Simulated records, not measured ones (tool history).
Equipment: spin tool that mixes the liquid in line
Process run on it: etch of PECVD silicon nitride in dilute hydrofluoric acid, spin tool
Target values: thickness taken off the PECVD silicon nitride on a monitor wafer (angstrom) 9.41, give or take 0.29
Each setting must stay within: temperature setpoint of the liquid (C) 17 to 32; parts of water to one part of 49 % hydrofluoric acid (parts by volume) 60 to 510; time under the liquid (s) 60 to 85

run,hour,temperature setpoint of the liquid (C),parts of water to one part of 49 % hydrofluoric acid (parts by volume),time under the liquid (s),thickness taken off the PECVD silicon nitride on a monitor wafer (angstrom)
1,0,24,285,85,18.824
2,8.2,25.5,285,85,21.112
3,10.8,25.5,350,85,17.164
4,12.7,27.5,350,85,18.936
5,20.3,27.5,280,85,24.034
6,26.7,27.5,210,85,32.22
7,35.7,24.5,250,85,22.14
8,42.5,24.5,250,85,22.576
9,49.5,22.5,280,85,17.544
10,56.5,21,300,85,15.073
11,58,20,320,85,13.15

Which one of the following 5 next-run settings gets every result inside its allowed miss? There is exactly one.
A,59.5,23,310,80,?
B,59.5,21.5,290,80,?
C,59.5,23,335,60,?
D,59.5,20.5,360,65,?
E,59.5,18.5,220,85,?

move,thickness taken off the PECVD silicon nitride on a monitor wafer (angstrom)
A,15.214
B,14.796
C,10.572
D,9.1543
E,16.933
A: its largest miss is bigger than the last run's
B: its largest miss is bigger than the last run's
C: closes in on the targets versus the last run, not all within tolerance yet
D: every result lands within tolerance
E: its largest miss is bigger than the last run's
The right move is D.
